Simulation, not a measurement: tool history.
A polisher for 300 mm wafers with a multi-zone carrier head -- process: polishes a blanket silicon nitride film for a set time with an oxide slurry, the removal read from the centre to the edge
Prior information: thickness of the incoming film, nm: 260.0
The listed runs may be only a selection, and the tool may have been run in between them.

| run | hour | flow of slurry (ml/min) | pressure of the head's centre zone | pressure of the head's middle zone | pressure of the head's edge zone | abrasive content of the slurry | polishing time (s) | film removed at the wafer's centre (Å) | film removed at mid-radius (Å) | film removed at the wafer's edge (Å) |
|---|---|---|---|---|---|---|---|---|---|---|
| 1 | 0.0 | 280 | 1.00 | 1.00 | 1.00 | 1.00 | 87 | 369.40 | 384.41 | 374.15 |
| 2 | 8.2 | 280 | 1.00 | 1.00 | 1.00 | 1.00 | 97 | 423.47 | 432.81 | 420.05 |
| 3 | 14.1 | 305 | 1.00 | 1.00 | 1.00 | 1.00 | 97 | 426.36 | 428.01 | 427.72 |
| 4 | 15.4 | 305 | 1.00 | 1.01 | 1.01 | 1.00 | 97 | 427.85 | 434.67 | 424.48 |
| 5 | 19.0 | 365 | 1.00 | 1.01 | 1.01 | 1.00 | 97 | 430.21 | 438.91 | 423.01 |
| 6 | 25.9 | 365 | 1.00 | 1.01 | 1.01 | 1.00 | 76 | 335.89 | 346.17 | 340.40 |
| 7 | 30.5 | 360 | 1.00 | 1.02 | 1.03 | 1.10 | 76 | 351.50 | 350.46 | 349.11 |
| 8 | 32.2 | 355 | 0.98 | 1.03 | 1.03 | 1.15 | 79 | 362.21 | 374.51 | 387.39 |
| 9 | 33.6 | 355 | 0.99 | 1.05 | 1.02 | 1.20 | 79 | 362.67 | 389.54 | 379.31 |
| 10 | 41.5 | 355 | 1.00 | 1.06 | 1.03 | 1.25 | 80 | 385.53 | 400.74 | 383.51 |
| 11 | 45.0 | 355 | 0.99 | 1.07 | 1.04 | 1.30 | 81 | 383.69 | 420.11 | 399.46 |
| 12 | 53.5 | 355 | 0.99 | 1.07 | 1.05 | 1.35 | 82 | 393.49 | 427.52 | 418.49 |

For run 13, what comes out?
| 13 | 61.3 | 355 | 1.00 | 1.08 | 1.06 | 1.40 | 82 | ? | ? | ? |

{"run 13": {"film removed at the wafer's centre (Å)": 404.1, "film removed at mid-radius (Å)": 441.7, "film removed at the wafer's edge (Å)": 432.06}}

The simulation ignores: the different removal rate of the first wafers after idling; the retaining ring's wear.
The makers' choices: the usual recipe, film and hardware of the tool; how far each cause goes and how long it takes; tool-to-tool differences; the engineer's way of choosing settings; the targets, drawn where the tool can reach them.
